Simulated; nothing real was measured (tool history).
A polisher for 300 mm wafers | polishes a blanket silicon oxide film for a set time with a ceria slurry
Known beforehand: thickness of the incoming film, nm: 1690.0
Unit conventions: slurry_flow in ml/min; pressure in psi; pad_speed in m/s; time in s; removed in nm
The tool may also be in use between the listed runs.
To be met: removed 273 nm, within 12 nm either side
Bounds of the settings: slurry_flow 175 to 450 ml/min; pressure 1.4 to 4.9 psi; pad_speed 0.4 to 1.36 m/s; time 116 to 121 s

Run 1, day 0: slurry_flow 290 ml/min, pressure 3.1 psi, pad_speed 0.88 m/s, time 116 s. Result: removed 517.49 nm.
Run 2, day 0.304: slurry_flow 225 ml/min, pressure 3.1 psi, pad_speed 0.88 m/s, time 116 s. Result: removed 504.12 nm.
Run 3, day 0.375: slurry_flow 280 ml/min, pressure 3.1 psi, pad_speed 0.88 m/s, time 116 s. Result: removed 503.29 nm.
Run 4, day 0.575: slurry_flow 280 ml/min, pressure 2.5 psi, pad_speed 0.88 m/s, time 116 s. Result: removed 419.81 nm.
Run 5, day 0.688: slurry_flow 330 ml/min, pressure 2.5 psi, pad_speed 0.88 m/s, time 116 s. Result: removed 417.71 nm.
Run 6, day 1.025: slurry_flow 330 ml/min, pressure 2.5 psi, pad_speed 0.88 m/s, time 121 s. Result: removed 445.92 nm.
Run 7, day 1.333: slurry_flow 330 ml/min, pressure 2.2 psi, pad_speed 0.84 m/s, time 121 s. Result: removed 378.39 nm.
Run 8, day 1.508: slurry_flow 330 ml/min, pressure 1.4 psi, pad_speed 0.8 m/s, time 121 s. Result: removed 226.98 nm.
Run 9, day 1.717: slurry_flow 335 ml/min, pressure 1.5 psi, pad_speed 0.8 m/s, time 121 s. Result: removed 249.68 nm.

Below are 5 possible settings for the next run. Only one of them brings all results inside the allowed miss of their targets. Which is it?
Run A, day 1.925: slurry_flow 360 ml/min, pressure 1.4 psi, pad_speed 0.76 m/s, time 116 s. Result: removed ?.
Run B, day 1.925: slurry_flow 350 ml/min, pressure 2 psi, pad_speed 0.76 m/s, time 121 s. Result: removed ?.
Run C, day 1.925: slurry_flow 310 ml/min, pressure 1.7 psi, pad_speed 0.78 m/s, time 121 s. Result: removed ?.
Run D, day 1.925: slurry_flow 320 ml/min, pressure 1.5 psi, pad_speed 0.8 m/s, time 120 s. Result: removed ?.
Run E, day 1.925: slurry_flow 300 ml/min, pressure 1.4 psi, pad_speed 0.82 m/s, time 117 s. Result: removed ?.

move  removed
   A   212.98
   B   310.63
   C   270.39
   D   244.81
   E   227.95
A: moves away from the targets compared with the last run
B: the result that was furthest off in the last run now lies on the other side of its target
C: all results land within tolerance of their targets
D: moves away from the targets compared with the last run
E: moves away from the targets compared with the last run
C is the move that brings every result within its allowed miss.

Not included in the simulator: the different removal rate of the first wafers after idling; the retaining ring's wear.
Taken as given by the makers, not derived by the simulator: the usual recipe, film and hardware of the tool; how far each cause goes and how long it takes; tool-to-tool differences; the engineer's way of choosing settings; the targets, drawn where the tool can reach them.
